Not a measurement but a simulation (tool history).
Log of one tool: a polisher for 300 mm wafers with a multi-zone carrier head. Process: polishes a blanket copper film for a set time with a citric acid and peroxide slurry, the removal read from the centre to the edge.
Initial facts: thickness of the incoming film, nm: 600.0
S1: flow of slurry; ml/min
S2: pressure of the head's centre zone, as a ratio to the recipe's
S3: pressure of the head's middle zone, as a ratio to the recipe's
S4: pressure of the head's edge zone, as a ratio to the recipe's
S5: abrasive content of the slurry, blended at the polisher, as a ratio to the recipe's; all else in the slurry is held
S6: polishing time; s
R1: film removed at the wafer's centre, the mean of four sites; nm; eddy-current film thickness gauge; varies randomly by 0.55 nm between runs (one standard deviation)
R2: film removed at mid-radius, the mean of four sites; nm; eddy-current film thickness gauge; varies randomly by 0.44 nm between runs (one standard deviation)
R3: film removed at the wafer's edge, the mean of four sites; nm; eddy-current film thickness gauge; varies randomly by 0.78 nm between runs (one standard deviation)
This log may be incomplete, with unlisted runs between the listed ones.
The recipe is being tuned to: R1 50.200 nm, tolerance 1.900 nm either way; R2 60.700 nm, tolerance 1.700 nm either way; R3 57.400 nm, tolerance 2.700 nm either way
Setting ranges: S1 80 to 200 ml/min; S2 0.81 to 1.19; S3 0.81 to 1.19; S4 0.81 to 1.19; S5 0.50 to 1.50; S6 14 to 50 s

{"run": 1, "hour": 0.0, "S1": 130, "S2": 1.0, "S3": 1.0, "S4": 1.0, "S5": 1.0, "S6": 32, "R1": 52.224, "R2": 52.832, "R3": 53.89}
{"run": 2, "hour": 1.4, "S1": 130, "S2": 1.0, "S3": 1.0, "S4": 1.0, "S5": 1.0, "S6": 36, "R1": 60.306, "R2": 58.606, "R3": 60.952}
{"run": 3, "hour": 7.5, "S1": 130, "S2": 1.0, "S3": 1.06, "S4": 1.0, "S5": 1.0, "S6": 36, "R1": 60.789, "R2": 62.555, "R3": 60.102}
{"run": 4, "hour": 15.0, "S1": 120, "S2": 0.97, "S3": 1.07, "S4": 1.0, "S5": 1.0, "S6": 36, "R1": 57.705, "R2": 61.11, "R3": 59.639}
{"run": 5, "hour": 19.7, "S1": 115, "S2": 0.94, "S3": 1.09, "S4": 1.0, "S5": 1.0, "S6": 36, "R1": 54.616, "R2": 61.624, "R3": 60.709}
{"run": 6, "hour": 21.6, "S1": 115, "S2": 0.94, "S3": 1.14, "S4": 1.0, "S5": 1.0, "S6": 36, "R1": 54.888, "R2": 64.246, "R3": 57.207}
{"run": 7, "hour": 23.4, "S1": 105, "S2": 0.93, "S3": 1.14, "S4": 1.0, "S5": 1.0, "S6": 36, "R1": 53.431, "R2": 63.232, "R3": 58.305}
{"run": 8, "hour": 28.8, "S1": 100, "S2": 0.92, "S3": 1.14, "S4": 1.0, "S5": 1.0, "S6": 36, "R1": 51.723, "R2": 63.516, "R3": 57.69}

Next run, 5 choices. One meets every target within its allowed miss, the rest don't. Which?
{"run": "A", "hour": 34.2, "S1": 100, "S2": 0.91, "S3": 1.08, "S4": 1.01, "S5": 1.0, "S6": 39, "R1": "?", "R2": "?", "R3": "?"}
{"run": "B", "hour": 34.2, "S1": 100, "S2": 0.9, "S3": 1.11, "S4": 1.0, "S5": 1.1, "S6": 35, "R1": "?", "R2": "?", "R3": "?"}
{"run": "C", "hour": 34.2, "S1": 80, "S2": 0.86, "S3": 1.13, "S4": 1.01, "S5": 1.25, "S6": 38, "R1": "?", "R2": "?", "R3": "?"}
{"run": "D", "hour": 34.2, "S1": 115, "S2": 0.84, "S3": 1.03, "S4": 1.11, "S5": 0.75, "S6": 39, "R1": "?", "R2": "?", "R3": "?"}
{"run": "E", "hour": 34.2, "S1": 85, "S2": 0.92, "S3": 1.16, "S4": 0.89, "S5": 1.2, "S6": 38, "R1": "?", "R2": "?", "R3": "?"}

move=A R1=55.026 R2=63.942 R3=63.418
move=B R1=49.713 R2=59.691 R3=57.626
move=C R1=49.635 R2=63.841 R3=62.114
move=D R1=49.935 R2=60.363 R3=64.549
move=E R1=53.672 R2=65.672 R3=58.639
A: further off than the last run
B: every result within its allowed miss
C: further off than the last run
D: puts the biggest miss on target and leaves a different result outside tolerance
E: further off than the last run
The move that meets every target is B.

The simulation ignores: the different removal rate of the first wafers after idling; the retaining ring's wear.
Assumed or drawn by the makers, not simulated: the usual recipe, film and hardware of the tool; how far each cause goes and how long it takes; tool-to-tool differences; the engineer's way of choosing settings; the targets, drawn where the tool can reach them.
